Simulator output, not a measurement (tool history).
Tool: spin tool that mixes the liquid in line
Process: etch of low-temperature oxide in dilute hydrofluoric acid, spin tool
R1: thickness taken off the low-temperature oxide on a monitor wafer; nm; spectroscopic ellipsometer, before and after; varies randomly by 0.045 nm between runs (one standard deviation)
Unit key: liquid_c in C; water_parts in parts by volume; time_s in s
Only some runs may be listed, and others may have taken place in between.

Run 1, hour 0: liquid_c 21 C, water_parts 200 parts by volume, time_s 55 s. Result: R1 2.5214 nm.
Run 2, hour 6.6: liquid_c 23 C, water_parts 200 parts by volume, time_s 55 s. Result: R1 2.7551 nm.
Run 3, hour 7.8: liquid_c 23 C, water_parts 235 parts by volume, time_s 55 s. Result: R1 2.2625 nm.
Run 4, hour 16.6: liquid_c 20.5 C, water_parts 235 parts by volume, time_s 55 s. Result: R1 2.0346 nm.
Run 5, hour 19.7: liquid_c 23.5 C, water_parts 235 parts by volume, time_s 55 s. Result: R1 2.2907 nm.
Run 6, hour 25.9: liquid_c 24 C, water_parts 220 parts by volume, time_s 55 s. Result: R1 2.5414 nm.
Run 7, hour 34.4: liquid_c 24.5 C, water_parts 205 parts by volume, time_s 55 s. Result: R1 2.8001 nm.

What does the tool deliver on the next run?
Run 8, hour 35.2: liquid_c 24.5 C, water_parts 205 parts by volume, time_s 55 s. Result: R1 ?.

R1: 2.8049 nm
